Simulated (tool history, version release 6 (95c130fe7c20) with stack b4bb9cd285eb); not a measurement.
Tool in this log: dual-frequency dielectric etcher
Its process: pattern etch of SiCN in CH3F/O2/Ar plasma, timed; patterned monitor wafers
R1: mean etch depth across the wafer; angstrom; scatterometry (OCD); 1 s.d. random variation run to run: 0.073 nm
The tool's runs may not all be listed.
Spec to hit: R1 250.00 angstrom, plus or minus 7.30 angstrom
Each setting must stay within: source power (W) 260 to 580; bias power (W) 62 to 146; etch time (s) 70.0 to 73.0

Run 1, hour 0.0: source power (W) 420, bias power (W) 104, etch time (s) 70.0. Result: R1 311.03 angstrom.
Run 2, hour 1.6: source power (W) 380, bias power (W) 95, etch time (s) 70.0. Result: R1 293.56 angstrom.
Run 3, hour 6.8: source power (W) 380, bias power (W) 95, etch time (s) 70.0. Result: R1 291.78 angstrom.
Run 4, hour 12.0: source power (W) 380, bias power (W) 95, etch time (s) 73.0. Result: R1 304.70 angstrom.
Run 5, hour 14.9: source power (W) 430, bias power (W) 95, etch time (s) 73.0. Result: R1 320.14 angstrom.
Run 6, hour 21.1: source power (W) 430, bias power (W) 95, etch time (s) 73.0. Result: R1 319.95 angstrom.
At hour 22.9: wet clean of the chamber.
Run 7, hour 22.9: source power (W) 400, bias power (W) 84, etch time (s) 72.0. Result: R1 302.76 angstrom.
Run 8, hour 24.5: source power (W) 350, bias power (W) 78, etch time (s) 71.5. Result: R1 278.76 angstrom.
Run 9, hour 32.6: source power (W) 330, bias power (W) 74, etch time (s) 71.0. Result: R1 265.88 angstrom.
Run 10, hour 37.4: source power (W) 320, bias power (W) 72, etch time (s) 71.0. Result: R1 260.39 angstrom.

Consider the 5 candidate settings below. Which is the only one whose results all fall within their allowed miss of target?
Run A, hour 42.2: source power (W) 270, bias power (W) 67, etch time (s) 71.0. Result: R1 ?.
Run B, hour 42.2: source power (W) 320, bias power (W) 69, etch time (s) 72.0. Result: R1 ?.
Run C, hour 42.2: source power (W) 290, bias power (W) 84, etch time (s) 71.5. Result: R1 ?.
Run D, hour 42.2: source power (W) 290, bias power (W) 69, etch time (s) 72.0. Result: R1 ?.
Run E, hour 42.2: source power (W) 360, bias power (W) 63, etch time (s) 72.0. Result: R1 ?.

move      R1
   A  236.82
   B  259.59
   C  264.69
   D  249.55
   E  264.35
A: takes the biggest miss from the last run beyond its target
B: nearer the targets than the last run, but a result is still out of spec
C: misses by more than the last run did
D: hits every target within its allowed miss
E: misses by more than the last run did
Answer: D

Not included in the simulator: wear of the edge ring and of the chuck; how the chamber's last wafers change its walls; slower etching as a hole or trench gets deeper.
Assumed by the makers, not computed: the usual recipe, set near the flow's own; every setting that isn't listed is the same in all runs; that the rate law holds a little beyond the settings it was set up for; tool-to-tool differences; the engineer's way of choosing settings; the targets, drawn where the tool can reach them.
